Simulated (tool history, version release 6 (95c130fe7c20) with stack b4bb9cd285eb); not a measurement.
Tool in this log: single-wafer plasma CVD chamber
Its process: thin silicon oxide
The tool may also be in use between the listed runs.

run,hour,heater temperature setpoint (K),chamber pressure (mTorr),RF power (W),deposition time (s),mean film thickness on the monitor wafer (angstrom)
1,0,658.15,689,260,3.76,53.562
2,4.2,658.15,689,230,3.76,52.227
3,12.8,664.15,689,230,3.76,51.74
4,20.2,664.15,669,230,3.76,50.08
5,23,671.15,669,230,3.76,50.54
6,24.3,671.15,783,230,3.76,58.257
7,28.8,671.15,751,230,3.76,56.587
8,36.5,671.15,722,230,3.76,54.303
9,43,671.15,584,225,3.76,43.701
10,44.8,671.15,575,225,3.76,43.008
11,53.2,671.15,567,225,3.76,42.443
12,61.5,671.15,560,225,3.76,42.266
13,66.5,671.15,479,225,3.76,35.895
14,75.2,671.15,482,225,3.76,35.85
15,79.8,671.15,529,225,3.76,39.85
16,84.7,671.15,526,225,3.76,39.208
17,87.6,671.15,524,225,3.76,39.344
18,95.6,671.15,524,225,3.76,39.48
19,101.5,671.15,522,225,3.76,39.283

Estimate the outcome of run 20 from the log above:
20,102.3,671.15,520,225,3.76,?

mean film thickness on the monitor wafer (angstrom): 38.926
